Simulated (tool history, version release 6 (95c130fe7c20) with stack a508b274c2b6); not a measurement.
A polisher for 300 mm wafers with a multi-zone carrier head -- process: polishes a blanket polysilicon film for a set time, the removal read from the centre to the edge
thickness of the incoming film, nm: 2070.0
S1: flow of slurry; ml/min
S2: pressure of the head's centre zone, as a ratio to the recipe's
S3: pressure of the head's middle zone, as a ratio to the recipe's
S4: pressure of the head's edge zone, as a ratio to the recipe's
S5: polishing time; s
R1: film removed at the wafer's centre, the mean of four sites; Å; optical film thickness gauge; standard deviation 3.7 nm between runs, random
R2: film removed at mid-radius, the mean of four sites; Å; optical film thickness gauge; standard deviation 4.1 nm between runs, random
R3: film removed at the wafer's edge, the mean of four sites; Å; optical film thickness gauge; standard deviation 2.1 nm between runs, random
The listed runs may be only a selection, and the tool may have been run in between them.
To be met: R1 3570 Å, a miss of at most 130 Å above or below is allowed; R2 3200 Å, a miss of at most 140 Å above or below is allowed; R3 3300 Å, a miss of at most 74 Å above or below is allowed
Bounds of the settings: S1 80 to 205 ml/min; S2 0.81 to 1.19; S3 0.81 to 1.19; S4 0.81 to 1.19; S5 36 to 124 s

run    day   S1    S2    S3    S4  S5      R1      R2      R3
  1      0  135     1     1     1  79  5342.6  5349.7  5374.6
  2  0.021  135     1     1     1  66    4461  4374.9  4442.8
  3  0.296  135  0.93     1     1  66  4178.9  4462.5  4410.3
  4  0.604  155  0.93     1     1  66    4266  4613.7  4485.4
  5  0.683  155  0.99     1     1  66  4580.5  4477.6  4488.7
  6  0.754  150  0.99  0.97  0.96  61  4234.2  4061.2  4065.3
  7  0.875  115  0.98  0.87  0.86  55  3565.7  3348.1  3372.7
  8  0.942  115  0.99  0.86  0.86  55  3683.6    3318  3391.6

Which single option among these 5 for the next run brings every result within its allowed miss of target? Just one does.
  A  1.008   80     1  0.84  0.94  58   ?   ?   ?
  B  1.008  115  0.92  0.81  0.96  56   ?   ?   ?
  C  1.008  105  0.92   0.9  0.81  58   ?   ?   ?
  D  1.008  130  0.99  0.84  0.86  53   ?   ?   ?
  E  1.008  120  1.03  0.83  0.82  56   ?   ?   ?

move      R1      R2      R3
   A  3554.2  3288.5  3545.6
   B  3418.3  3346.6  3626.2
   C  3475.4  3589.1  3434.6
   D    3569  3290.8  3310.2
   E  3863.6  3409.7  3391.9
A: further off than the last run
B: further off than the last run
C: further off than the last run
D: meets every target
E: further off than the last run
Move D is the one to make.

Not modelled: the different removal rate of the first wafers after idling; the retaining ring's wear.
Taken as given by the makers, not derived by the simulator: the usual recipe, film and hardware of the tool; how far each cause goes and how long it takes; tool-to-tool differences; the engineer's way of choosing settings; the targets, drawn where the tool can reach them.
